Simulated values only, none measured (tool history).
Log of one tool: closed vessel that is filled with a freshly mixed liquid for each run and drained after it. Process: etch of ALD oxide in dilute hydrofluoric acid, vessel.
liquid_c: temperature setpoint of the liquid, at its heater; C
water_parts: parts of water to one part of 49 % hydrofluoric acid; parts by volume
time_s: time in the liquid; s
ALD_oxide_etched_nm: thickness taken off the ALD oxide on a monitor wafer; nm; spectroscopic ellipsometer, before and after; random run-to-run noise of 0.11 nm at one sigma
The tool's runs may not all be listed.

run	day	liquid_c	water_parts	time_s	ALD_oxide_etched_nm
1	0	22	155	290	35.024
2	0.033	22	205	290	25.272
3	0.121	21	210	290	23.686
4	0.175	20.5	215	290	22.456
5	0.246	20.5	215	315	24.461
6	0.408	20	220	315	23.412
7	0.483	19.5	225	315	22.289
8	0.654	19	230	315	21.245
9	0.9	18.5	235	315	20.385
10	1.025	18	240	315	19.381
11	1.288	18	245	315	18.787
12	1.558	17.5	250	315	18.081
# day 1.871: hydrofluoric acid flow meter replaced
13	1.871	17	255	315	15.886
14	2.088	17.5	255	315	16.248
15	2.362	18	255	315	16.659

Run 16, settings as shown, results not yet in. Your forecast:
16	2.567	18	255	315	?

ALD_oxide_etched_nm: 16.517 nm
